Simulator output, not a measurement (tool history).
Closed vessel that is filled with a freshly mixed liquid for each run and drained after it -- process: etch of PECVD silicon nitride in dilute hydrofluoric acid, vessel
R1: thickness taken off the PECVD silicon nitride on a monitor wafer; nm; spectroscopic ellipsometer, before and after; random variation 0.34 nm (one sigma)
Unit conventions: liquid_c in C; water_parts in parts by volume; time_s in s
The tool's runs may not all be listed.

run 1 hour=0 | liquid_c=25 water_parts=285 time_s=2585 | R1=35.484
run 2 hour=6.9 | liquid_c=26.5 water_parts=285 time_s=2585 | R1=38.947
run 3 hour=14.7 | liquid_c=24 water_parts=285 time_s=2585 | R1=33.312
run 4 hour=16.2 | liquid_c=26 water_parts=285 time_s=2585 | R1=37.229
run 5 hour=17.9 | liquid_c=26 water_parts=285 time_s=2795 | R1=40.576
run 6 hour=27 | liquid_c=27 water_parts=285 time_s=2795 | R1=42.917
run 7 hour=35.7 | liquid_c=27.5 water_parts=285 time_s=2795 | R1=44.566

What does the tool deliver on the next run?
run 8 hour=39.3 | liquid_c=28 water_parts=285 time_s=2795 | R1=?

R1: 45.73 nm

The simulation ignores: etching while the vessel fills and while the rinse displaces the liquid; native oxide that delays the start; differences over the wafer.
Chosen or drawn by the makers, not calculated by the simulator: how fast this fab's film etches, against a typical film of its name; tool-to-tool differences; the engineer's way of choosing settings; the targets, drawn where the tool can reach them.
